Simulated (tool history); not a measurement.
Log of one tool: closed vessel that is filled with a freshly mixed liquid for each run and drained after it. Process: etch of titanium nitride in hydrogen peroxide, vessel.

run	hour	temperature setpoint of the liquid (°C)	concentration of hydrogen peroxide in the mixed liquid (% by weight)	time in the liquid (s)	thickness taken off the titanium nitride on a monitor wafer (Å)
1	0.0	51.0	24	360	144.30
2	5.9	50.5	24	360	139.13
3	8.1	50.5	28	360	143.92
4	12.3	50.0	28	360	139.50
5	20.9	49.5	28	360	133.92
6	28.7	49.0	28	360	129.92

Forecast run 7:
7	34.8	48.5	28	360	?

Run 7 gave thickness taken off the titanium nitride on a monitor wafer (Å) 124.93.
